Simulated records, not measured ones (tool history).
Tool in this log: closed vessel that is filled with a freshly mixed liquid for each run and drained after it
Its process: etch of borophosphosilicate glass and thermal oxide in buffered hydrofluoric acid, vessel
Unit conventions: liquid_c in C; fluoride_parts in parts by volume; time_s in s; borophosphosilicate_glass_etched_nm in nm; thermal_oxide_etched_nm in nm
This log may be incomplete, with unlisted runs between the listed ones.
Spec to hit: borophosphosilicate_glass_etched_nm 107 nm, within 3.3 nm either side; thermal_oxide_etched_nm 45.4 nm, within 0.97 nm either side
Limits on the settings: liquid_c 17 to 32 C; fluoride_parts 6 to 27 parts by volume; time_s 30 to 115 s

| run | hour | liquid_c | fluoride_parts | time_s | borophosphosilicate_glass_etched_nm | thermal_oxide_etched_nm |
|---|---|---|---|---|---|---|
| 1 | 0 | 24 | 16.5 | 60 | 90.254 | 37.955 |
| 2 | 7.8 | 24.5 | 16.5 | 60 | 92.145 | 39.047 |
| 3 | 10 | 24.5 | 21 | 60 | 72.986 | 31.25 |
| 4 | 13.4 | 26 | 21 | 60 | 79.683 | 33.806 |
|  | 15.4 | thermometer replaced |
| 5 | 15.4 | 26 | 21 | 40 | 57.974 | 24.56 |
| 6 | 17.1 | 27.5 | 20 | 40 | 65.288 | 27.682 |
| 7 | 22.9 | 28.5 | 19 | 40 | 71.742 | 30.589 |
| 8 | 29.6 | 29.5 | 18 | 40 | 78.364 | 33.896 |
| 9 | 32.8 | 31.5 | 14 | 40 | 113.95 | 48.323 |
| 10 | 40.4 | 31 | 14 | 40 | 109.96 | 47.137 |

4 next moves are on the table. One of them brings every result within its allowed miss. Which?
| A | 48 | 32 | 14.5 | 40 | ? | ? |
| B | 48 | 30.5 | 15 | 45 | ? | ? |
| C | 48 | 29.5 | 17.5 | 55 | ? | ? |
| D | 48 | 32 | 11.5 | 30 | ? | ? |

| move | borophosphosilicate_glass_etched_nm | thermal_oxide_etched_nm |
|---|---|---|
| A | 111.5 | 47.938 |
| B | 112.26 | 48.243 |
| C | 111.89 | 48.088 |
| D | 104.97 | 45.086 |
A: moves away from the targets compared with the last run
B: moves away from the targets compared with the last run
C: moves away from the targets compared with the last run
D: each result inside its tolerance
Correct choice: D, which meets every target
